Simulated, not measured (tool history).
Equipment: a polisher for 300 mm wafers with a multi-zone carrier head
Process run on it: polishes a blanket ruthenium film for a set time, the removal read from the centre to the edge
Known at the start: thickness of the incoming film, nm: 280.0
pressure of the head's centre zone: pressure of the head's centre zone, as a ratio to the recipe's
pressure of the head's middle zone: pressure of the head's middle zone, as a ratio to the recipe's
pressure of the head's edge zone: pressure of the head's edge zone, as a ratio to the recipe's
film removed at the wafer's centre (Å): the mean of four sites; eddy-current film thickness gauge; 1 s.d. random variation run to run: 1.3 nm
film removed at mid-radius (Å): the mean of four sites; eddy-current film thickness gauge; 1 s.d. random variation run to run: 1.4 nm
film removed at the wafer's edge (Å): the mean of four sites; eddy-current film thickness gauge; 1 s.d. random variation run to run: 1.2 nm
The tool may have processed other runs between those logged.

| run | hour | flow of slurry (ml/min) | pressure of the head's centre zone | pressure of the head's middle zone | pressure of the head's edge zone | polishing time (s) | film removed at the wafer's centre (Å) | film removed at mid-radius (Å) | film removed at the wafer's edge (Å) |
|---|---|---|---|---|---|---|---|---|---|
| 1 | 0.0 | 300 | 1.00 | 1.00 | 1.00 | 69 | 898.20 | 890.11 | 902.50 |
| 2 | 5.3 | 300 | 1.00 | 1.00 | 1.07 | 69 | 893.43 | 911.13 | 932.24 |
| 3 | 13.7 | 300 | 0.96 | 1.00 | 1.07 | 69 | 849.02 | 900.57 | 906.88 |
| 4 | 14.3 | 225 | 0.96 | 1.00 | 1.07 | 69 | 817.60 | 870.75 | 909.43 |
| 5 | 16.2 | 230 | 0.99 | 1.00 | 1.07 | 70 | 855.12 | 849.90 | 931.70 |
| 6 | 24.9 | 250 | 1.01 | 1.01 | 1.07 | 71 | 915.26 | 923.52 | 940.20 |
| 7 | 26.4 | 255 | 1.03 | 1.00 | 1.08 | 72 | 940.63 | 910.70 | 955.60 |
| 8 | 33.1 | 260 | 1.04 | 1.00 | 1.09 | 73 | 981.36 | 935.59 | 989.68 |
| 9 | 34.5 | 265 | 1.05 | 1.00 | 1.10 | 73 | 970.73 | 939.90 | 978.10 |
| 10 | 41.4 | 265 | 1.06 | 0.99 | 1.10 | 74 | 1011.40 | 920.03 | 980.25 |

Run 11, settings as shown, results not yet in. Your forecast:
| 11 | 44.7 | 265 | 1.06 | 0.99 | 1.10 | 75 | ? | ? | ? |

Run 11 yielded film removed at the wafer's centre (Å) 1038.10, film removed at mid-radius (Å) 940.01, film removed at the wafer's edge (Å) 994.97.
